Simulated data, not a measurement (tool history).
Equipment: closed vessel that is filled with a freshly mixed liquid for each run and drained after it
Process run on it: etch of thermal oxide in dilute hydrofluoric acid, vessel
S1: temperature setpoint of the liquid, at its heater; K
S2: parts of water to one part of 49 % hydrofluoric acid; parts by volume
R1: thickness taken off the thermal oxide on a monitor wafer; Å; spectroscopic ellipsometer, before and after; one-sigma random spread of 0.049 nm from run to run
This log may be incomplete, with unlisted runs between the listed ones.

run 1 hour=0.0 | S1=295.15 S2=160 time_in_the_liquid_(s)=490 | R1=114.57
run 2 hour=6.5 | S1=297.15 S2=160 time_in_the_liquid_(s)=490 | R1=123.46
run 3 hour=12.0 | S1=297.15 S2=105 time_in_the_liquid_(s)=490 | R1=201.38
run 4 hour=19.7 | S1=300.65 S2=105 time_in_the_liquid_(s)=490 | R1=230.57
run 5 hour=26.5 | S1=300.65 S2=125 time_in_the_liquid_(s)=490 | R1=188.01
run 6 hour=34.7 | S1=300.65 S2=160 time_in_the_liquid_(s)=490 | R1=141.20

Expected results for the next run?
run 7 hour=35.5 | S1=301.15 S2=160 time_in_the_liquid_(s)=490 | R1=?

Run 7 yielded R1 143.01 Å.
